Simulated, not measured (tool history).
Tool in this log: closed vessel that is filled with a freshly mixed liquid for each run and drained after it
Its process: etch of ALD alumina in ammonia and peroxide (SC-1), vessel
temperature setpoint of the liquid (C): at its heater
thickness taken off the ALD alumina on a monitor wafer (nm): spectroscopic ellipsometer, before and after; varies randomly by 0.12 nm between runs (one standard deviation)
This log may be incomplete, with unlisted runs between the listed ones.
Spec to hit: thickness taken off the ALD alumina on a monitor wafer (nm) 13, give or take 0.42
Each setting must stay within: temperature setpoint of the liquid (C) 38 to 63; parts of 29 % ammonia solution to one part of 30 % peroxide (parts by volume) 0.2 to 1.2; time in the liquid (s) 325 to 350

run    day  temperature setpoint of the liquid (C)  parts of 29 % ammonia solution to one part of 30 % peroxide (parts by volume)  time in the liquid (s)  thickness taken off the ALD alumina on a monitor wafer (nm)
  1      0                                      47                                                                           0.75                     325                                                       16.024
  2  0.067                                      47                                                                           0.75                     325                                                       16.213
  3  0.442                                      47                                                                            0.9                     325                                                       16.484
  4  0.538                                      46                                                                            0.9                     325                                                       15.393
  5  0.838                                      46                                                                            0.9                     350                                                        16.79
  6  0.946                                      45                                                                            0.9                     350                                                       15.788
  7  1.108                                      44                                                                            0.9                     350                                                        14.83
  8  1.438                                    43.5                                                                            0.9                     350                                                       14.487
  9  1.725                                      43                                                                            0.9                     350                                                       14.087
 10  2.029                                    42.5                                                                            0.9                     350                                                       13.677

Which of these 5 next moves meets every target?
  A  2.333                                    43.5                                                                           1.15                     325                                                            ?
  B  2.333                                      44                                                                            0.9                     350                                                            ?
  C  2.333                                    43.5                                                                           0.65                     325                                                            ?
  D  2.333                                    42.5                                                                            1.2                     350                                                            ?
  E  2.333                                    45.5                                                                            0.8                     325                                                            ?

move  thickness taken off the ALD alumina on a monitor wafer (nm)
   A                                                        14.01
   B                                                       15.168
   C                                                       13.267
   D                                                         14.3
   E                                                       15.171
A: misses by more than the last run did
B: misses by more than the last run did
C: all results in spec
D: misses by more than the last run did
E: misses by more than the last run did
Correct choice: C, which meets every target
